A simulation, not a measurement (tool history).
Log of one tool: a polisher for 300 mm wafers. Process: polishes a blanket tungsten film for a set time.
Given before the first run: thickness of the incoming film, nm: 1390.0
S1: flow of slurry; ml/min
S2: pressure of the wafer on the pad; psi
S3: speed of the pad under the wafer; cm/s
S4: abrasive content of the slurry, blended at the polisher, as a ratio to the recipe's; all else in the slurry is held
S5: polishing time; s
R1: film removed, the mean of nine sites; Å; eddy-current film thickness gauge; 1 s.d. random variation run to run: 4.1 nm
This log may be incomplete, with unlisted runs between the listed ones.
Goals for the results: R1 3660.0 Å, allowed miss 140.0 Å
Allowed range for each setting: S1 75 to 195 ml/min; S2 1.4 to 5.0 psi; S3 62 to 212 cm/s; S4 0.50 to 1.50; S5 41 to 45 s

run	hour	S1	S2	S3	S4	S5	R1
1	0.0	125	3.2	136	1.00	45	2864.3
2	7.7	125	3.2	136	1.00	41	2514.8
3	13.0	130	3.3	136	1.00	41	2626.9
4	19.1	130	3.6	136	1.00	41	2788.7
5	25.7	130	3.7	136	1.00	41	2856.0
6	28.3	130	3.3	136	1.00	41	2636.1
7	31.2	130	3.5	136	1.00	41	2658.0
8	32.3	130	3.7	138	1.00	41	2861.3
9	35.0	130	3.8	138	1.00	41	2911.5
10	37.2	130	3.9	138	1.00	41	2966.2
11	44.5	130	4.0	138	1.00	41	2988.1
12	50.2	155	4.7	140	1.00	41	3477.2

Which single option among these 4 for the next run brings every result within its allowed miss of target? Just one does.
A	55.9	140	5.0	116	1.15	44	?
B	55.9	155	4.7	150	1.00	41	?
C	55.9	165	4.6	132	1.10	41	?
D	55.9	155	4.8	138	0.85	42	?

move	R1
A	3351.1
B	3701.1
C	3355.4
D	3343.4
A: lands further from the targets than the last run did
B: in spec on every target
C: lands further from the targets than the last run did
D: lands further from the targets than the last run did
Correct choice: B, which meets every target
